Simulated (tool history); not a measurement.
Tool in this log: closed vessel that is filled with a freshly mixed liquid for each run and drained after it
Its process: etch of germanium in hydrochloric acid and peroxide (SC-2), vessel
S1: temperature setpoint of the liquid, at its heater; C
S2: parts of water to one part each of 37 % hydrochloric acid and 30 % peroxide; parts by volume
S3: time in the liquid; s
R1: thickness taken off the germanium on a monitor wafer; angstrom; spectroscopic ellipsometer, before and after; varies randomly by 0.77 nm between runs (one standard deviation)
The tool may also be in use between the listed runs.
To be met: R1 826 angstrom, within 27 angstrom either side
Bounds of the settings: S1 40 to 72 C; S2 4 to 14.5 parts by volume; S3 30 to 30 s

run 1 hour=0 | S1=56 S2=8 S3=30 | R1=550.01
run 2 hour=6.8 | S1=56 S2=8 S3=30 | R1=540.99
run 3 hour=9.6 | S1=56 S2=6 S3=30 | R1=546.45
run 4 hour=11.7 | S1=56 S2=6 S3=30 | R1=548.18
run 5 hour=16.5 | S1=56 S2=6 S3=30 | R1=550.52
run 6 hour=22 | S1=56 S2=6 S3=30 | R1=542.41
run 7 hour=26.5 | S1=60 S2=6 S3=30 | R1=619.44
-- hour=28.7 chemicals flow meter replaced
run 8 hour=28.7 | S1=62.5 S2=6 S3=30 | R1=664.48
run 9 hour=33.3 | S1=64.5 S2=6 S3=30 | R1=697.15
run 10 hour=41 | S1=66 S2=6 S3=30 | R1=744.38
run 11 hour=42.9 | S1=66 S2=6 S3=30 | R1=725.79

Which of these 4 next moves meets every target?
run A hour=44.8 | S1=63 S2=6.5 S3=30 | R1=?
run B hour=44.8 | S1=69.5 S2=5 S3=30 | R1=?
run C hour=44.8 | S1=64 S2=6 S3=30 | R1=?
run D hour=44.8 | S1=67 S2=7.5 S3=30 | R1=?

move=A R1=688.26
move=B R1=841.19
move=C R1=711.92
move=D R1=764.82
A: lands further from the targets than the last run did
B: hits every target within its allowed miss
C: lands further from the targets than the last run did
D: gains on the last run, yet a result remains outside its allowed miss
The move that meets every target is B.
